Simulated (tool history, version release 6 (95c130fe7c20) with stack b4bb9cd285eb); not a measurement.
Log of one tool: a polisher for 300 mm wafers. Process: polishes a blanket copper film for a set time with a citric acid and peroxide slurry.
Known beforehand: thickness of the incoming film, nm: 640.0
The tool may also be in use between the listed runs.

run  hour  flow of slurry (ml/min)  pressure of the wafer on the pad (psi)  speed of the pad under the wafer (cm/s)  abrasive content of the slurry  polishing time (s)  film removed (angstrom)
  1   0.0                      130                                     2.1                                      114                             1.0                  42                   807.79
  2   1.3                      135                                     2.2                                      114                             1.0                  42                   858.77
  3   3.7                      135                                     2.2                                       96                             1.0                  42                   731.23
  4   8.1                      135                                     2.2                                       96                             1.1                  42                   741.82
  5  12.1                      135                                     2.7                                       96                             1.1                  42                   911.61
  6  17.6                      135                                     2.7                                       96                             1.1                  38                   815.25
  7  25.7                      140                                     2.8                                      100                             1.1                  38                   895.04
  8  30.4                      145                                     2.9                                      102                             1.1                  38                   941.97

The next listed run, before its measurement:
  9  33.0                      145                                     2.9                                      106                             1.1                  38                        ?

film removed (angstrom): 972.64

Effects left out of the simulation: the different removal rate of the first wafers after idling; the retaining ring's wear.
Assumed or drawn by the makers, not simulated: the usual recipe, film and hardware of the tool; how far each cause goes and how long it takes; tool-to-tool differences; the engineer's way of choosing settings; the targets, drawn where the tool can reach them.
